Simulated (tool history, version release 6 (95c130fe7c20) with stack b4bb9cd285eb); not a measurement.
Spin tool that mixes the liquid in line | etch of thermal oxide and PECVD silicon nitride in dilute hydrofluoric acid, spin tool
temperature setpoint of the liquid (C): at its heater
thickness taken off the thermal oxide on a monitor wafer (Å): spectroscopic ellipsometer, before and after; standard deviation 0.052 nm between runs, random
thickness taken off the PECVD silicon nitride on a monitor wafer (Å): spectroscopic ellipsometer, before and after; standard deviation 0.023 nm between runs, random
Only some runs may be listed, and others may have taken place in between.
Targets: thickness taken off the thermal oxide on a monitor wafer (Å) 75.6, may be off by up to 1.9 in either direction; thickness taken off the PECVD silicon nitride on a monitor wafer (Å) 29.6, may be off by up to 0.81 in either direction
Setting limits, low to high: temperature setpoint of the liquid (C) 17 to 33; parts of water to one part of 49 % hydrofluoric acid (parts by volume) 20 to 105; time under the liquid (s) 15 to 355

| run | day | temperature setpoint of the liquid (C) | parts of water to one part of 49 % hydrofluoric acid (parts by volume) | time under the liquid (s) | thickness taken off the thermal oxide on a monitor wafer (Å) | thickness taken off the PECVD silicon nitride on a monitor wafer (Å) |
|---|---|---|---|---|---|---|
| 1 | 0 | 25 | 55 | 180 | 203.35 | 88.709 |
| 2 | 0.1 | 25 | 55 | 235 | 262.19 | 115.03 |
| 3 | 0.229 | 28.5 | 55 | 235 | 302.22 | 146.13 |
| 4 | 0.354 | 25 | 55 | 235 | 262.35 | 115.48 |
| 5 | 0.7 | 25 | 55 | 265 | 299.33 | 129.86 |
| 6 | 0.942 | 24 | 65 | 260 | 232.64 | 101.61 |
| 7 | 1.262 | 23 | 70 | 255 | 203.62 | 87.02 |
| 8 | 1.429 | 22 | 75 | 250 | 177.22 | 74.743 |
|  | 1.579 | thermometer replaced |
| 9 | 1.579 | 21 | 80 | 245 | 145.18 | 56.674 |
| 10 | 1.758 | 21 | 85 | 240 | 132.89 | 52.031 |
| 11 | 2.062 | 19.5 | 105 | 205 | 84.9 | 32.913 |
| 12 | 2.304 | 19.5 | 105 | 200 | 81.378 | 32.366 |
| 13 | 2.496 | 18.5 | 105 | 190 | 74.964 | 28.422 |
| 14 | 2.579 | 19 | 105 | 185 | 75.008 | 28.949 |

Below are 4 possible settings for the next run. Only one of them brings all results inside the allowed miss of their targets. Which is it?
| A | 2.662 | 18 | 105 | 195 | ? | ? |
| B | 2.662 | 19 | 105 | 180 | ? | ? |
| C | 2.662 | 20 | 100 | 170 | ? | ? |
| D | 2.662 | 18.5 | 100 | 180 | ? | ? |

| move | thickness taken off the thermal oxide on a monitor wafer (Å) | thickness taken off the PECVD silicon nitride on a monitor wafer (Å) |
|---|---|---|
| A | 76.059 | 28.345 |
| B | 73.183 | 28.028 |
| C | 76.042 | 29.722 |
| D | 75.673 | 28.398 |
A: its largest miss is bigger than the last run's
B: its largest miss is bigger than the last run's
C: all results in spec
D: its largest miss is bigger than the last run's
Correct choice: C, which meets every target

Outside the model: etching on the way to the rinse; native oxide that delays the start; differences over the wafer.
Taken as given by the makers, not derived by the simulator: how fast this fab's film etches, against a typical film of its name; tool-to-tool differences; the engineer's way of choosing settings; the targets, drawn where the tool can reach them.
